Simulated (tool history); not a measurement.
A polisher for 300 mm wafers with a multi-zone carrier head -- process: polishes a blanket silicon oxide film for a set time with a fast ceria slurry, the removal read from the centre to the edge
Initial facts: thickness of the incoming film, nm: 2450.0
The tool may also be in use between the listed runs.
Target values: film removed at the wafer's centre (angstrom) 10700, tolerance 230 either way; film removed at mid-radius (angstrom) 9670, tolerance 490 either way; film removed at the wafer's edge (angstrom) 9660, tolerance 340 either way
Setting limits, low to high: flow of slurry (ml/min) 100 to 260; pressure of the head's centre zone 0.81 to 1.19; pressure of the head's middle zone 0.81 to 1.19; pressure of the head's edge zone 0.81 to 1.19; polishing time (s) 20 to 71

| run | hour | flow of slurry (ml/min) | pressure of the head's centre zone | pressure of the head's middle zone | pressure of the head's edge zone | polishing time (s) | film removed at the wafer's centre (angstrom) | film removed at mid-radius (angstrom) | film removed at the wafer's edge (angstrom) |
|---|---|---|---|---|---|---|---|---|---|
| 1 | 0 | 165 | 1 | 1 | 1 | 45 | 7911.8 | 8175.8 | 8135.8 |
| 2 | 6.7 | 175 | 1.03 | 1.01 | 1.02 | 45 | 8165.2 | 8323 | 8317.4 |
| 3 | 10.8 | 185 | 1.06 | 1.01 | 1.03 | 46 | 8656.9 | 8619.2 | 8564.4 |
| 4 | 15.5 | 195 | 1.08 | 1.01 | 1.04 | 46 | 8929.3 | 8671.1 | 8679.4 |
| 5 | 20.2 | 200 | 1.1 | 1.01 | 1.05 | 46 | 9144.6 | 8725.2 | 8725.8 |
| 6 | 21.5 | 205 | 1.11 | 1.01 | 1.06 | 46 | 9371.8 | 8820 | 8752.4 |
| 7 | 29.7 | 205 | 1.11 | 1.01 | 1.06 | 46 | 9235 | 8743.6 | 8755.3 |
| 8 | 38.1 | 210 | 1.12 | 1.01 | 1.07 | 46 | 9389.5 | 8714.4 | 8908.3 |
| 9 | 42.3 | 215 | 1.13 | 1.02 | 1.08 | 46 | 9494.7 | 8885.1 | 8886.9 |
| 10 | 48.4 | 215 | 1.13 | 1.02 | 1.08 | 46 | 9509.5 | 8710.2 | 8901 |
| 11 | 53.4 | 220 | 1.14 | 1.03 | 1.08 | 46 | 9588.8 | 8677.1 | 8869.8 |
| 12 | 54.2 | 215 | 1.14 | 1.03 | 1.07 | 47 | 9907.2 | 9159.5 | 9029.1 |
| 13 | 58.4 | 220 | 1.14 | 1.03 | 1.08 | 47 | 9901.1 | 9154.8 | 9107.2 |
| 14 | 59.8 | 225 | 1.15 | 1.03 | 1.09 | 47 | 9895.2 | 9317.8 | 9184.2 |
| 15 | 67.4 | 230 | 1.16 | 1.03 | 1.09 | 47 | 9946.2 | 9062.1 | 9265.8 |

Exercise: of the 5 proposed moves below, exactly one satisfies all targets within the stated allowed misses. Which move is it?
| A | 75 | 170 | 1.06 | 1.19 | 1.09 | 48 | ? | ? | ? |
| B | 75 | 225 | 1.19 | 1.04 | 1.13 | 49 | ? | ? | ? |
| C | 75 | 180 | 1.03 | 1.07 | 1.04 | 48 | ? | ? | ? |
| D | 75 | 240 | 1.06 | 1.07 | 1.08 | 47 | ? | ? | ? |
| E | 75 | 260 | 1.11 | 0.89 | 1.15 | 52 | ? | ? | ? |

| move | film removed at the wafer's centre (angstrom) | film removed at mid-radius (angstrom) | film removed at the wafer's edge (angstrom) |
|---|---|---|---|
| A | 8872.4 | 10197 | 9025.4 |
| B | 10679 | 9685.4 | 9641.5 |
| C | 8711 | 9404 | 8983.1 |
| D | 9203.5 | 9604.4 | 9176.8 |
| E | 10766 | 9185.9 | 10447 |
A: lands further from the targets than the last run did
B: hits every target within its allowed miss
C: lands further from the targets than the last run did
D: lands further from the targets than the last run did
E: brings the last run's worst result on target, with another outside its allowed miss
Answer: B
